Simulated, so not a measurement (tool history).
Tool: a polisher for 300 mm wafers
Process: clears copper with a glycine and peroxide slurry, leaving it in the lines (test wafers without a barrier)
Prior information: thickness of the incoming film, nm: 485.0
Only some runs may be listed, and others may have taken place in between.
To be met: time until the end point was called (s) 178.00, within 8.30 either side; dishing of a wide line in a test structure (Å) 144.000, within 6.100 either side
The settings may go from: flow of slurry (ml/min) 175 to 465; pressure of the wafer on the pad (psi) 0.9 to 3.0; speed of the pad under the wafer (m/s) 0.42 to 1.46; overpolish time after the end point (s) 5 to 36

run	hour	flow of slurry (ml/min)	pressure of the wafer on the pad (psi)	speed of the pad under the wafer (m/s)	overpolish time after the end point (s)	time until the end point was called (s)	dishing of a wide line in a test structure (Å)
1	0.0	295	1.9	0.94	18	131.81	446.820
2	4.9	275	1.7	0.94	16	145.23	362.080
3	13.2	255	1.6	0.96	14	146.92	315.700
4	22.2	240	1.5	0.98	12	154.60	269.830
5	28.0	230	1.4	1.00	11	162.97	237.970
6	35.4	230	1.2	1.00	11	177.03	213.170
7	36.5	220	1.1	1.04	10	187.07	190.300
8	44.1	210	1.1	1.08	9	182.75	175.190
9	50.0	210	1.1	1.12	9	173.14	181.280
10	54.2	210	1.1	1.12	9	183.05	177.370
11	59.7	215	1.1	1.16	8	171.03	163.370
12	61.8	215	1.1	1.18	8	170.38	167.040
13	65.4	215	1.0	1.16	5	187.98	101.620
14	73.7	210	1.0	1.14	5	188.88	98.526
15	78.3	205	1.0	1.14	5	185.50	95.663
16	84.6	205	1.0	1.16	5	182.48	97.036
17	93.2	205	1.0	1.18	5	185.26	97.485

Which of these 4 next moves meets every target?
A	101.8	245	0.9	1.12	9	?	?
B	101.8	255	1.0	1.00	8	?	?
C	101.8	200	1.2	1.30	6	?	?
D	101.8	220	1.8	0.68	7	?	?

move	time until the end point was called (s)	dishing of a wide line in a test structure (Å)
A	196.86	161.950
B	197.12	145.670
C	149.43	144.170
D	175.29	145.710
A: moves the result that the last run missed by most past its target, out the other side
B: meets the target for the result that was furthest off, but another lies outside its allowed miss
C: meets the target for the result that was furthest off, but another lies outside its allowed miss
D: every result lands within tolerance
Answer: D
